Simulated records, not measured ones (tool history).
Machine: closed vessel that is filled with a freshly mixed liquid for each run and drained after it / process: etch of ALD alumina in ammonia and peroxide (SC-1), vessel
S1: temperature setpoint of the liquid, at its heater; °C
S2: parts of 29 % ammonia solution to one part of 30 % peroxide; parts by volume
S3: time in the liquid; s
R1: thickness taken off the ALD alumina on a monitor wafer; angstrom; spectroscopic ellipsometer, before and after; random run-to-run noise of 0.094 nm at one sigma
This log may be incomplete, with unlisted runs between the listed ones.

run 1 hour=0.0 | S1=60.0 S2=0.95 S3=325 | R1=177.95
run 2 hour=1.9 | S1=60.0 S2=0.95 S3=325 | R1=177.12
run 3 hour=11.2 | S1=60.0 S2=0.95 S3=250 | R1=136.81
run 4 hour=15.7 | S1=62.5 S2=1.00 S3=270 | R1=167.00
run 5 hour=24.7 | S1=64.5 S2=0.80 S3=285 | R1=191.47
run 6 hour=30.8 | S1=64.5 S2=1.10 S3=285 | R1=197.55

For run 7, what comes out?
-- hour=37.1 ammonia flow meter replaced
run 7 hour=37.1 | S1=66.0 S2=1.15 S3=295 | R1=?

R1: 222.76 angstrom

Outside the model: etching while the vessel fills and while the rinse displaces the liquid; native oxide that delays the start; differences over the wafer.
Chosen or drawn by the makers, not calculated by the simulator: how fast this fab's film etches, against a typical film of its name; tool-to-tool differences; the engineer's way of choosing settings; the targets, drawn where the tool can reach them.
